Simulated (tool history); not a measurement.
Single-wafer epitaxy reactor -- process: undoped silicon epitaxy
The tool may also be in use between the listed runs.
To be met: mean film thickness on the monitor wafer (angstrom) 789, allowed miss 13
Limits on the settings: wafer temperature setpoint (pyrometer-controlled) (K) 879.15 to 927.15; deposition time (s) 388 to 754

run  hour  wafer temperature setpoint (pyrometer-controlled) (K)  deposition time (s)  mean film thickness on the monitor wafer (angstrom)
  1     0                                                 903.15                  571                                               584.66
  2   9.1                                                 913.15                  571                                               750.67
  3    11                                                 903.15                  571                                               582.55
  4  12.3                                                 892.15                  571                                               434.47
  5  16.4                                                 886.15                  571                                               369.68
  6    23                                                 886.15                  519                                               336.49
  7  31.8                                                 890.15                  519                                               376.68
  8  33.3                                                 902.15                  523                                               520.88
  9  37.3                                                 904.15                  523                                               547.07
 10  38.1                                                 916.15                  526                                               747.35
 11    40                                                 917.15                  526                                               766.72

Which of these 5 next moves meets every target?
  A  41.9                                                 910.15                  619                                                    ?
  B  41.9                                                 910.15                  645                                                    ?
  C  41.9                                                 909.15                  641                                                    ?
  D  41.9                                                 916.15                  538                                                    ?
  E  41.9                                                 918.15                  506                                                    ?

move  mean film thickness on the monitor wafer (angstrom)
   A                                                757.2
   B                                                  789
   C                                               764.35
   D                                               766.04
   E                                                757.5
A: lands further from the targets than the last run did
B: every result within its allowed miss
C: lands further from the targets than the last run did
D: no nearer and no further than the last run
E: lands further from the targets than the last run did
B meets every target.
